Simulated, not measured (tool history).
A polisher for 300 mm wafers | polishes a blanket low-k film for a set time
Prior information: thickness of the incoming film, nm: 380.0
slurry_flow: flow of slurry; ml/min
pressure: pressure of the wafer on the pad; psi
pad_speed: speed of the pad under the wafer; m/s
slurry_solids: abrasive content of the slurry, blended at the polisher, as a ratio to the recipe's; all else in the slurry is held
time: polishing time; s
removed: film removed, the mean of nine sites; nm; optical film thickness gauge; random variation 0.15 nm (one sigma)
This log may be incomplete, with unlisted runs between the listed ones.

run    day  slurry_flow  pressure  pad_speed  slurry_solids  time  removed
  1      0          185       2.3        0.9              1    47   15.557
  2  0.321          185       2.3        1.1              1    47    17.69
  3  0.696          185       2.2        1.1              1    47   16.822
  4  0.775          185       2.1        1.1              1    47   16.688
  5  0.967          185       2.5        1.1              1    47   18.253
  6  1.296          185       2.5        1.1              1    47   18.836
  7  1.475          185       2.3        1.1              1    47   17.695
  8  1.783          185       2.1        1.1              1    47     16.2
  9  1.962          185         2        1.1              1    47   15.553
         2  -- conditioning disc replaced and pad reconditioned
 10      2          185       1.9        1.1              1    47   19.719
 11  2.033          185       2.2       1.08              1    47   22.651
 12  2.229          185       2.2       1.08              1    47   23.031

Predict the results of run 13:
 13  2.404          170       2.2       0.94            0.9    47        ?

removed: 19.023 nm
